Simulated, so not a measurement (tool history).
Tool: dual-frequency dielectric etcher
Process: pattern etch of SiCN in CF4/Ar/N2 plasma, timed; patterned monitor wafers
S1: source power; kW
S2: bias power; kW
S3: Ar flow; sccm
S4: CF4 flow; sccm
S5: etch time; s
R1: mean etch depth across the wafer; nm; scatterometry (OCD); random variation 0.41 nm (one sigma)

run,hour,S1,S2,S3,S4,S5,R1
1,0.0,0.440,0.073,89,77,118.5,109.74
2,2.8,0.450,0.073,89,77,118.5,112.72
3,7.3,0.460,0.073,89,77,118.5,114.05
4,12.0,0.510,0.073,89,77,118.5,122.31
5,20.1,0.510,0.073,89,84,118.5,124.22
6,25.4,0.580,0.073,89,84,118.5,137.33

Run 7 comes next. What will it give?
7,32.4,0.580,0.073,89,84,118.5,?

{"run 7": {"R1": 137.57}}
